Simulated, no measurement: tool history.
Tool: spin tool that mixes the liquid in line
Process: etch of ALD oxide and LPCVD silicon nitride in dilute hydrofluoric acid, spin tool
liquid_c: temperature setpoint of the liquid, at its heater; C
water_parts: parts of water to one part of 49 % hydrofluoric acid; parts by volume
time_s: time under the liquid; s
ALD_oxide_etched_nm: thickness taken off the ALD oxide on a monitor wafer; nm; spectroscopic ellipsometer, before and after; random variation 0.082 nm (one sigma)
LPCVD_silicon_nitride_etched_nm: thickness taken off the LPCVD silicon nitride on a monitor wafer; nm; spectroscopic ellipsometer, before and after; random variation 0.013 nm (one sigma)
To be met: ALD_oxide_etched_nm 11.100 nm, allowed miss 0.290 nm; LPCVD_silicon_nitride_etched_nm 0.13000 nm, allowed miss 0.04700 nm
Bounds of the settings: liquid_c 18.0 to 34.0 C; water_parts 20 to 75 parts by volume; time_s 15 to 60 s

run,hour,liquid_c,water_parts,time_s,ALD_oxide_etched_nm,LPCVD_silicon_nitride_etched_nm
1,0.0,26.0,45,30,24.584,0.37603
2,3.8,26.0,45,40,33.048,0.44687
3,10.0,24.0,50,40,26.725,0.32772
4,13.6,24.0,65,40,20.260,0.29029
5,14.9,24.0,70,40,18.524,0.21470
6,18.2,24.0,70,50,23.532,0.27452
7,22.4,24.0,70,50,23.763,0.35422
8,30.7,22.5,70,45,19.968,0.24502
9,34.4,21.5,70,40,16.964,0.19557
10,41.3,19.0,75,30,10.618,0.11264
11,44.7,21.0,75,30,11.524,0.16391

4 next moves are on the table. One of them brings every result within its allowed miss. Which?
A,48.1,20.5,70,25,?,?
B,48.1,18.0,65,30,?,?
C,48.1,22.5,75,30,?,?
D,48.1,21.0,65,25,?,?

move,ALD_oxide_etched_nm,LPCVD_silicon_nitride_etched_nm
A,10.170,0.14339
B,11.895,0.15550
C,12.297,0.18428
D,11.250,0.15953
A: takes the result that was furthest off past its target
B: further off than the last run
C: further off than the last run
D: meets every target
The right move is D.

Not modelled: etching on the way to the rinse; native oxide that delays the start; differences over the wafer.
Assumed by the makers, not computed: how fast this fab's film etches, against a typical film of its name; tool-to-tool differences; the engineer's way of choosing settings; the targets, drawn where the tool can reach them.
